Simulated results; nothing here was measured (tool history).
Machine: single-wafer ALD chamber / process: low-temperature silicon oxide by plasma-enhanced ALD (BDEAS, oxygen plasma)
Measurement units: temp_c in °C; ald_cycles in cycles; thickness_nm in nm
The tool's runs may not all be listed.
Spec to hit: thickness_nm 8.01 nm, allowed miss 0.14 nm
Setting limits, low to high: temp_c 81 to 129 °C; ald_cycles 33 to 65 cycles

run  hour  temp_c  ald_cycles  thickness_nm
  1     0     105          49         6.378
  2   2.6     104          51        6.6401
  3   5.9     103          52        6.7805
  4   9.4      94          52          6.98
  5  15.7      93          53        7.1202
  6  17.1      93          46         6.166
  7  19.7      92          48        6.4394
  8  25.4      91          50        6.7398
  9  29.9      90          51        6.9003
 10  35.2      89          52        7.0588
 11    38      88          53         7.212
 12  41.2      87          54        7.4173
 13  47.6      87          54        7.3243

Consider the 4 candidate settings below. Which is the only one whose results all fall within their allowed miss of target?
  A    54      95          60             ?
  B    54      88          61             ?
  C    54      85          60             ?
  D    54      90          62             ?

move  thickness_nm
   A          7.96
   B        8.2702
   C        8.2094
   D        8.3542
A: in spec on every target
B: carries the result that was furthest off beyond its target, to the other side
C: carries the result that was furthest off beyond its target, to the other side
D: carries the result that was furthest off beyond its target, to the other side
Correct choice: A, which meets every target

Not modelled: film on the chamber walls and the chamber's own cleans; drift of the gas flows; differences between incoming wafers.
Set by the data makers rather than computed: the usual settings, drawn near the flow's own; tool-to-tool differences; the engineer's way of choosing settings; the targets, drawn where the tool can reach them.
